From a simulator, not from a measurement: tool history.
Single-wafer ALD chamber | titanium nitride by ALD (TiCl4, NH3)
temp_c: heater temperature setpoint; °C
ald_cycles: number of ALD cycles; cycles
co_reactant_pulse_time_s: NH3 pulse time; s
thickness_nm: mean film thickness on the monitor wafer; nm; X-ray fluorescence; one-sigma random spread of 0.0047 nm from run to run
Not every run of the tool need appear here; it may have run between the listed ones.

run  hour  temp_c  ald_cycles  co_reactant_pulse_time_s  thickness_nm
  1     0     390          50                       1.9        1.1458
  2   8.9     390          50                       1.9        1.1645
  3  11.9     390          50                       1.9        1.1606
  4  18.5     384          50                       1.9        1.1513
  5  24.5     373          50                       1.9        1.1366
  6  25.6     371          49                      1.53        1.0756
  7  32.4     371          49                      1.47        1.0681

What does the tool deliver on the next run?
  8  33.7     368          48                      1.15             ?

thickness_nm: 0.99731 nm

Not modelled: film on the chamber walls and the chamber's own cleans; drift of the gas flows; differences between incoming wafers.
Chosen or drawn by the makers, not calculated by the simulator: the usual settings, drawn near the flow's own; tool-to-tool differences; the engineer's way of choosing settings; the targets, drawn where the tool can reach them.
